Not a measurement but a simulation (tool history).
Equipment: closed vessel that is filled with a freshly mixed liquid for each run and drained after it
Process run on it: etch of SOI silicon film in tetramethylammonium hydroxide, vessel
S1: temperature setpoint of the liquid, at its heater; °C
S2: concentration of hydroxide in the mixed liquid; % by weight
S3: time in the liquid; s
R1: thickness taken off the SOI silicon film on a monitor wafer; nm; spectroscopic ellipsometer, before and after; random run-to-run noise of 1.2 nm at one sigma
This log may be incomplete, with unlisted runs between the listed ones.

run 1 hour=0 | S1=72 S2=10 S3=30 | R1=258.87
run 2 hour=0.8 | S1=74.5 S2=10 S3=30 | R1=299.31
run 3 hour=3.3 | S1=72.5 S2=10 S3=30 | R1=269.08
run 4 hour=9.8 | S1=70.5 S2=10 S3=30 | R1=236.53
-- hour=16.7 hydroxide flow meter replaced
run 5 hour=16.7 | S1=70.5 S2=10 S3=30 | R1=230.16
run 6 hour=23.5 | S1=69.5 S2=10 S3=30 | R1=218.71

Predict the results of run 7:
run 7 hour=29.6 | S1=68.5 S2=10 S3=30 | R1=?

Run 7 gave R1 207.28 nm.
